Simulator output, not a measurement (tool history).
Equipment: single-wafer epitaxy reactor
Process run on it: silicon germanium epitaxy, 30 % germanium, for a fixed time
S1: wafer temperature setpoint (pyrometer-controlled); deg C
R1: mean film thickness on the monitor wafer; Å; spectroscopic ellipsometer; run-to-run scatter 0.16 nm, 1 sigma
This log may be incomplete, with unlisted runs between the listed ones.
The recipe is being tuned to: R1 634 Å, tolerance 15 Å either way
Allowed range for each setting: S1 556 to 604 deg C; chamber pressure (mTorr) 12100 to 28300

{"run": 1, "hour": 0.0, "S1": 580, "chamber pressure (mTorr)": 20200, "R1": 430.74}
{"run": 2, "hour": 6.3, "S1": 583, "chamber pressure (mTorr)": 20300, "R1": 462.4}
{"run": 3, "hour": 15.3, "S1": 585, "chamber pressure (mTorr)": 20400, "R1": 484.58}
{"run": 4, "hour": 18.4, "S1": 585, "chamber pressure (mTorr)": 18800, "R1": 469.43}
{"run": 5, "hour": 25.2, "S1": 593, "chamber pressure (mTorr)": 18800, "R1": 557.85}
{"run": 6, "hour": 29.8, "S1": 594, "chamber pressure (mTorr)": 18800, "R1": 567.33}
{"hour": 36.5, "done": "capacitance manometer re-zeroed and calibrated"}
{"run": 7, "hour": 36.5, "S1": 595, "chamber pressure (mTorr)": 18800, "R1": 575.44}
{"run": 8, "hour": 44.2, "S1": 596, "chamber pressure (mTorr)": 18800, "R1": 588.83}
{"run": 9, "hour": 50.9, "S1": 598, "chamber pressure (mTorr)": 18900, "R1": 613.58}

Which of these 4 next moves meets every target?
{"run": "A", "hour": 57.6, "S1": 600, "chamber pressure (mTorr)": 18700, "R1": "?"}
{"run": "B", "hour": 57.6, "S1": 598, "chamber pressure (mTorr)": 17500, "R1": "?"}
{"run": "C", "hour": 57.6, "S1": 597, "chamber pressure (mTorr)": 18300, "R1": "?"}
{"run": "D", "hour": 57.6, "S1": 593, "chamber pressure (mTorr)": 21100, "R1": "?"}

move=A R1=638.25
move=B R1=599.83
move=C R1=595.66
move=D R1=572.96
A: each result inside its tolerance
B: the biggest miss grows against the last run
C: the biggest miss grows against the last run
D: the biggest miss grows against the last run
Answer: A
